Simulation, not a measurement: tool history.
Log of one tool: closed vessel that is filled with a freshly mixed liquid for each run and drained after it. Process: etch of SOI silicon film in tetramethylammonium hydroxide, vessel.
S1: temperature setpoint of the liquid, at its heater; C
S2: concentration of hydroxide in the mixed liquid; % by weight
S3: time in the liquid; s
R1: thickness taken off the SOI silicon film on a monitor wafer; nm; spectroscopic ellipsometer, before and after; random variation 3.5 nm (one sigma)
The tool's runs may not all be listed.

run  hour    S1    S2   S3      R1
  1   0.0  76.0  13.0  105  853.02
  2   3.7  75.0  13.0  105  806.13
  3  12.5  78.0  13.0  105  958.91
  4  13.2  76.5  13.0  105  889.33
  5  17.1  75.5  13.0  105  827.36
  6  18.2  75.5  10.0  105  917.54
  7  23.7  74.5  10.0  105  862.67

The next listed run, before its measurement:
  8  30.6  73.5  10.0  105   ?

R1: 819.15 nm
